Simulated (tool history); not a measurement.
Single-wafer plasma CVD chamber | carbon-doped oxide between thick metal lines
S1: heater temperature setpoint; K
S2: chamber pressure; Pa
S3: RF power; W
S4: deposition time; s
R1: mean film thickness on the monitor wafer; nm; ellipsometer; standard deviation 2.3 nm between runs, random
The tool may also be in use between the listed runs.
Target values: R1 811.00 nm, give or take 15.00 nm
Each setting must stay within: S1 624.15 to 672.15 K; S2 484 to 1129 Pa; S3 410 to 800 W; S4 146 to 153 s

{"run": 1, "day": 0.0, "S1": 648.15, "S2": 807, "S3": 605, "S4": 153, "R1": 739.05}
{"run": 2, "day": 0.083, "S1": 648.15, "S2": 807, "S3": 525, "S4": 153, "R1": 665.53}
{"run": 3, "day": 0.425, "S1": 648.15, "S2": 807, "S3": 455, "S4": 153, "R1": 590.61}
{"run": 4, "day": 0.775, "S1": 648.15, "S2": 807, "S3": 520, "S4": 153, "R1": 658.85}
{"run": 5, "day": 0.883, "S1": 647.15, "S2": 840, "S3": 545, "S4": 153, "R1": 688.7}
{"run": 6, "day": 0.962, "S1": 656.15, "S2": 840, "S3": 545, "S4": 153, "R1": 676.27}
{"run": 7, "day": 0.996, "S1": 645.15, "S2": 1001, "S3": 640, "S4": 153, "R1": 789.47}
{"run": 8, "day": 1.058, "S1": 645.15, "S2": 1008, "S3": 645, "S4": 153, "R1": 791.44}

5 next moves are on the table. One of them brings every result within its allowed miss. Which?
{"run": "A", "day": 1.121, "S1": 642.15, "S2": 999, "S3": 700, "S4": 153, "R1": "?"}
{"run": "B", "day": 1.121, "S1": 651.15, "S2": 975, "S3": 720, "S4": 153, "R1": "?"}
{"run": "C", "day": 1.121, "S1": 646.15, "S2": 1015, "S3": 695, "S4": 153, "R1": "?"}
{"run": "D", "day": 1.121, "S1": 653.15, "S2": 952, "S3": 730, "S4": 146, "R1": "?"}
{"run": "E", "day": 1.121, "S1": 656.15, "S2": 1099, "S3": 770, "S4": 146, "R1": "?"}

move=A R1=842.43
move=B R1=843.74
move=C R1=833.35
move=D R1=808.64
move=E R1=842.87
A: pushes the last run's worst result past its target
B: pushes the last run's worst result past its target
C: pushes the last run's worst result past its target
D: in spec on every target
E: pushes the last run's worst result past its target
D meets every target.
